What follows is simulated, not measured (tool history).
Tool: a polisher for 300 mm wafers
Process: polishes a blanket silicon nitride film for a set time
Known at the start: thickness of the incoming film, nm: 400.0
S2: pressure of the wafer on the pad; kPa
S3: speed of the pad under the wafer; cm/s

Run 1, hour 0.0: flow of slurry (ml/min) 125, S2 24.8 kPa, S3 96 cm/s, polishing time (s) 39. Result: film removed (angstrom) 786.40.
Run 2, hour 3.6: flow of slurry (ml/min) 105, S2 24.8 kPa, S3 96 cm/s, polishing time (s) 39. Result: film removed (angstrom) 764.37.
Run 3, hour 5.7: flow of slurry (ml/min) 115, S2 26.2 kPa, S3 96 cm/s, polishing time (s) 39. Result: film removed (angstrom) 805.15.
Run 4, hour 11.1: flow of slurry (ml/min) 90, S2 26.2 kPa, S3 96 cm/s, polishing time (s) 39. Result: film removed (angstrom) 763.45.
Run 5, hour 15.5: flow of slurry (ml/min) 105, S2 27.6 kPa, S3 96 cm/s, polishing time (s) 39. Result: film removed (angstrom) 821.97.
Run 6, hour 23.5: flow of slurry (ml/min) 105, S2 27.6 kPa, S3 96 cm/s, polishing time (s) 35. Result: film removed (angstrom) 737.18.
Run 7, hour 28.8: flow of slurry (ml/min) 105, S2 27.6 kPa, S3 96 cm/s, polishing time (s) 35. Result: film removed (angstrom) 736.86.
Run 8, hour 32.6: flow of slurry (ml/min) 120, S2 29.6 kPa, S3 96 cm/s, polishing time (s) 35. Result: film removed (angstrom) 806.65.
Run 9, hour 36.4: flow of slurry (ml/min) 130, S2 31.7 kPa, S3 96 cm/s, polishing time (s) 35. Result: film removed (angstrom) 868.37.
Run 10, hour 40.7: flow of slurry (ml/min) 140, S2 33.1 kPa, S3 96 cm/s, polishing time (s) 35. Result: film removed (angstrom) 901.77.

The next listed run, before its measurement:
Run 11, hour 46.9: flow of slurry (ml/min) 140, S2 39.3 kPa, S3 98 cm/s, polishing time (s) 35. Result: film removed (angstrom) ?.

Run 11 produced film removed (angstrom) 1071.10.
